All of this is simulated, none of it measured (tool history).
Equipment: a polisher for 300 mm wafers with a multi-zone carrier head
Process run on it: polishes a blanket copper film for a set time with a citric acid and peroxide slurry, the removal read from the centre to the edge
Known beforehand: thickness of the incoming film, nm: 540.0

run	hour	flow of slurry (ml/min)	pressure of the head's centre zone	pressure of the head's middle zone	pressure of the head's edge zone	abrasive content of the slurry	polishing time (s)	film removed at the wafer's centre (angstrom)	film removed at mid-radius (angstrom)	film removed at the wafer's edge (angstrom)
1	0.0	225	1.00	1.00	1.00	1.00	35	722.01	700.75	702.14
2	5.3	225	0.98	0.99	0.98	0.95	34	685.10	661.34	686.15
3	8.2	225	1.01	0.99	0.98	0.95	34	698.78	670.42	666.45
4	16.1	225	1.01	0.95	0.98	0.95	34	704.63	646.56	652.47
5	21.5	225	1.01	0.95	0.98	1.10	34	723.62	676.75	685.57
6	25.2	225	1.07	0.95	0.98	1.10	34	746.77	658.91	694.94
7	27.1	215	1.04	0.95	0.99	1.05	33	696.06	643.32	656.22
8	28.6	200	0.94	0.85	1.03	0.80	28	500.39	456.93	534.31

Estimate the outcome of run 9 from the log above:
9	37.0	205	0.93	0.87	1.02	0.80	28	?	?	?

Logged for run 9: film removed at the wafer's centre (angstrom) 497.14, film removed at mid-radius (angstrom) 471.22, film removed at the wafer's edge (angstrom) 520.82.
